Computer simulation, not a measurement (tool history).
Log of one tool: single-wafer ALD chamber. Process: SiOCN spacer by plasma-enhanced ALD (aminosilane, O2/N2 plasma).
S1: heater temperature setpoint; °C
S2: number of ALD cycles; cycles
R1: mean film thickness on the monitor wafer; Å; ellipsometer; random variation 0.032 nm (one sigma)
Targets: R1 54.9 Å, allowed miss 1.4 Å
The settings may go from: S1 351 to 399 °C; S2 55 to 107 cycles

run  hour   S1  S2      R1
  1     0  375  81   48.47
  2   7.1  375  84  49.705
  3  13.2  379  84  49.514
  4  22.3  386  84  49.274
  5  28.4  386  78  46.304
  6    31  386  83  48.409
  7  34.2  385  87  51.342
  8  39.3  385  89  52.638
  9  46.7  385  90  53.086

4 next moves are on the table. One of them brings every result within its allowed miss. Which?
  A  54.1  384  99   ?
  B  54.1  379  98   ?
  C  54.1  384  94   ?
  D  54.1  383  97   ?

move      R1
   A  59.067
   B   58.47
   C  56.084
   D  57.874
A: takes the result that was furthest off past its target
B: takes the result that was furthest off past its target
C: meets every target
D: takes the result that was furthest off past its target
The right move is C.
